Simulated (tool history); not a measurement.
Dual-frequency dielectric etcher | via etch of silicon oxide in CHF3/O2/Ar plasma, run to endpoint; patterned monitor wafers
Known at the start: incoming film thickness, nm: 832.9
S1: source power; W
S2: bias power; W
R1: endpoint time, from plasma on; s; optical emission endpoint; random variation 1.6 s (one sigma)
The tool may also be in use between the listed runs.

run,hour,S1,S2,R1
1,0,650,191,422.16
2,7.7,650,163,444.64
3,14.6,650,137,471.39
4,17.4,630,137,472.69
5,25.3,560,137,492.59
6,30.5,550,137,498.32

Run 7 comes next. What will it give?
7,31.3,540,137,?

{"run 7": {"R1": 497.73}}

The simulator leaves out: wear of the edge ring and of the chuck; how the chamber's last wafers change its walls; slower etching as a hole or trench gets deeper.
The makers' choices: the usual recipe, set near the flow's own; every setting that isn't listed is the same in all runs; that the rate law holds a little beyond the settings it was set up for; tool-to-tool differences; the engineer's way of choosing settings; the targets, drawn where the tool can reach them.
